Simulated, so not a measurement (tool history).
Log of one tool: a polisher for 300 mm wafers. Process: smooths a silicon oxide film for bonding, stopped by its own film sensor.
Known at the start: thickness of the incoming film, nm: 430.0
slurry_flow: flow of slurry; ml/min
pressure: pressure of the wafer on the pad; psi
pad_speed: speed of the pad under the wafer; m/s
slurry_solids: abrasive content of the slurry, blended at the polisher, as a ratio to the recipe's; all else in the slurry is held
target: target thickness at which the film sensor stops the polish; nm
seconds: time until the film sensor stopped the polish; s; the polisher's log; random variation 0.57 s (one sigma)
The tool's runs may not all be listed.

| run | hour | slurry_flow | pressure | pad_speed | slurry_solids | target | seconds |
|---|---|---|---|---|---|---|---|
| 1 | 0 | 145 | 1.6 | 0.8 | 1 | 392 | 91.347 |
| 2 | 3.4 | 125 | 1.6 | 0.8 | 1 | 392 | 93.585 |
| 3 | 7.3 | 130 | 1.7 | 0.8 | 1 | 392 | 87.905 |
| 4 | 12.6 | 130 | 1.7 | 0.8 | 1.2 | 392 | 82.862 |
| 5 | 17.8 | 130 | 1.7 | 0.8 | 1.2 | 392 | 83.149 |
| 6 | 23.3 | 135 | 1.8 | 0.8 | 1.2 | 392 | 77.589 |
| 7 | 24.9 | 140 | 1.9 | 0.8 | 1.2 | 392 | 72.525 |
| 8 | 33.6 | 145 | 1.9 | 0.8 | 1.2 | 392 | 72.557 |

The next listed run, before its measurement:
| 9 | 41.6 | 150 | 1.9 | 0.8 | 1.2 | 392 | ? |

Run 9 gave seconds 72.593 s.

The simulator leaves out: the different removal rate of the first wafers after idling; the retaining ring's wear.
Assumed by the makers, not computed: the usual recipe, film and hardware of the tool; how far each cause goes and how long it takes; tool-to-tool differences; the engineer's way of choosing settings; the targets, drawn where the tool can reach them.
